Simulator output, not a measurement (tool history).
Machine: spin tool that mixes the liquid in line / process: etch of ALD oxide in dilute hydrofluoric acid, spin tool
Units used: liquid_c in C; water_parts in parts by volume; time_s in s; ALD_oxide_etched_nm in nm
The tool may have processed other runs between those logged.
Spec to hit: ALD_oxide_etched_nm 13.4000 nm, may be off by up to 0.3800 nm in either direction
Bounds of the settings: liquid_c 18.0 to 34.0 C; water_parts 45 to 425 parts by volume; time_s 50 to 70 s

| run | day | liquid_c | water_parts | time_s | ALD_oxide_etched_nm |
|---|---|---|---|---|---|
| 1 | 0.000 | 26.0 | 235 | 70 | 5.2516 |
| 2 | 0.083 | 28.0 | 200 | 70 | 6.9236 |
| 3 | 0.262 | 24.5 | 200 | 70 | 6.0555 |
| 4 | 0.450 | 27.0 | 175 | 70 | 7.8047 |
| 5 | 0.533 | 27.0 | 175 | 70 | 7.7456 |
| 6 | 0.771 | 27.0 | 100 | 70 | 15.1070 |
| 7 | 1.042 | 26.0 | 100 | 70 | 14.5280 |
| 8 | 1.100 | 26.0 | 100 | 70 | 14.3280 |
| 9 | 1.479 | 25.5 | 100 | 70 | 14.3450 |
| 10 | 1.704 | 25.5 | 100 | 70 | 14.1540 |
| 11 | 1.954 | 25.0 | 100 | 70 | 13.8320 |

Exactly one of the 4 candidate moves below puts every result within its allowed miss. Which one?
| A | 2.204 | 25.5 | 110 | 70 | ? |
| B | 2.204 | 27.0 | 110 | 65 | ? |
| C | 2.204 | 22.5 | 95 | 70 | ? |
| D | 2.204 | 24.0 | 105 | 70 | ? |

| move | ALD_oxide_etched_nm |
|---|---|
| A | 12.8280 |
| B | 12.6200 |
| C | 13.4360 |
| D | 12.7520 |
A: pushes the last run's worst result past its target
B: pushes the last run's worst result past its target
C: hits every target within its allowed miss
D: pushes the last run's worst result past its target
Answer: C

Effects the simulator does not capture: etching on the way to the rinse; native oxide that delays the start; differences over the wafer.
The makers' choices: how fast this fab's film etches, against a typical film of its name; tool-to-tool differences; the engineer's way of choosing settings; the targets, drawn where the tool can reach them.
